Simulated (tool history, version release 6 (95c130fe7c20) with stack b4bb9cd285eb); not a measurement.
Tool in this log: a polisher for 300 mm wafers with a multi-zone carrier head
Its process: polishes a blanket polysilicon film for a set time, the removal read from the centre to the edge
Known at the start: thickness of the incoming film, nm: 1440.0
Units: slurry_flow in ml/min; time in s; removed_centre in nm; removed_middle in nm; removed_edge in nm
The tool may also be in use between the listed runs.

run 1 hour=0.0 | slurry_flow=285 centre_zone=1.00 middle_zone=1.00 edge_zone=1.00 time=56 | removed_centre=433.45 removed_middle=424.06 removed_edge=440.95
run 2 hour=1.5 | slurry_flow=260 centre_zone=1.00 middle_zone=1.00 edge_zone=1.00 time=56 | removed_centre=426.81 removed_middle=428.37 removed_edge=423.45
run 3 hour=4.4 | slurry_flow=260 centre_zone=1.00 middle_zone=1.00 edge_zone=1.08 time=56 | removed_centre=427.94 removed_middle=423.38 removed_edge=447.07
run 4 hour=10.8 | slurry_flow=260 centre_zone=1.00 middle_zone=1.00 edge_zone=1.05 time=56 | removed_centre=436.37 removed_middle=420.66 removed_edge=447.22
run 5 hour=12.1 | slurry_flow=240 centre_zone=1.02 middle_zone=0.98 edge_zone=0.99 time=50 | removed_centre=390.56 removed_middle=370.34 removed_edge=376.58
run 6 hour=17.0 | slurry_flow=225 centre_zone=1.03 middle_zone=0.97 edge_zone=0.95 time=47 | removed_centre=365.64 removed_middle=349.99 removed_edge=352.35
run 7 hour=17.8 | slurry_flow=305 centre_zone=1.13 middle_zone=1.02 edge_zone=0.90 time=31 | removed_centre=272.41 removed_middle=237.25 removed_edge=233.11

Run 8, settings as shown, results not yet in. Your forecast:
run 8 hour=23.1 | slurry_flow=300 centre_zone=1.14 middle_zone=1.05 edge_zone=0.92 time=33 | removed_centre=? removed_middle=? removed_edge=?

{"run 8": {"removed_centre": 296.88, "removed_middle": 268.95, "removed_edge": 248.05}}

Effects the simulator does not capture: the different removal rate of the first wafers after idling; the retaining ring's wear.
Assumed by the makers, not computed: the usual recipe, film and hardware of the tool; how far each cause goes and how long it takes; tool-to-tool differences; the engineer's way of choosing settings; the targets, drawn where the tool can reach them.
